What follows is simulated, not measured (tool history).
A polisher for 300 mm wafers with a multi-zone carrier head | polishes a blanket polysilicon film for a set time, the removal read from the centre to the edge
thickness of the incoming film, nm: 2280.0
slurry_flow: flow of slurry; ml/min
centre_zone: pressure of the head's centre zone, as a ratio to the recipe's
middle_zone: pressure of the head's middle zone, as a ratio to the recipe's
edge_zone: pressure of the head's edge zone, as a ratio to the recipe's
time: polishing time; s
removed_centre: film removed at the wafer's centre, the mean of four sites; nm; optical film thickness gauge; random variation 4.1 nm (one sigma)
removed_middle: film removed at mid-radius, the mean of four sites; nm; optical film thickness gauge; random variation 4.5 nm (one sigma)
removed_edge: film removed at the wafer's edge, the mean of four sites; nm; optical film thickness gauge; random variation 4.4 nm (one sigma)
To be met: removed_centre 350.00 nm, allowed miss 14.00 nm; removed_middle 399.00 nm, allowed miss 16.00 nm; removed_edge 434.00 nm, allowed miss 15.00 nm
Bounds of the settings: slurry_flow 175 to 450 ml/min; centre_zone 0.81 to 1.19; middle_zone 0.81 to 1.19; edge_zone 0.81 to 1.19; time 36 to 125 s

run	day	slurry_flow	centre_zone	middle_zone	edge_zone	time	removed_centre	removed_middle	removed_edge
1	0.000	290	1.00	1.00	1.00	80	567.04	517.44	541.89
2	0.258	275	0.94	1.00	1.03	73	494.67	474.40	498.89
3	0.483	250	0.94	1.00	1.03	73	484.19	467.51	496.13
4	0.758	225	0.90	1.01	1.07	68	424.30	433.87	462.69
5	1.075	225	0.83	1.01	1.07	68	392.94	433.28	469.00
6	1.196	225	0.83	1.01	1.07	78	448.45	499.04	529.25
7	1.217	215	0.82	1.01	1.08	73	410.94	465.81	505.65
8	1.550	210	0.82	1.01	1.07	69	395.90	443.27	465.17
9	1.588	210	0.82	1.01	1.07	69	399.60	446.12	472.33
10	1.921	210	0.82	1.01	1.09	66	385.37	430.62	454.03

Which of these 5 next moves meets every target?
A	2.254	250	0.95	0.96	1.07	64	?	?	?
B	2.254	185	1.02	1.02	1.10	62	?	?	?
C	2.254	190	1.09	1.06	1.13	63	?	?	?
D	2.254	210	0.83	0.96	1.17	67	?	?	?
E	2.254	255	0.81	1.00	1.11	62	?	?	?

move	removed_centre	removed_middle	removed_edge
A	431.27	395.32	441.56
B	434.61	391.38	424.10
C	473.60	411.85	437.54
D	387.23	407.41	477.94
E	356.83	397.33	436.10
A: further off than the last run
B: further off than the last run
C: further off than the last run
D: further off than the last run
E: meets every target
The right move is E.
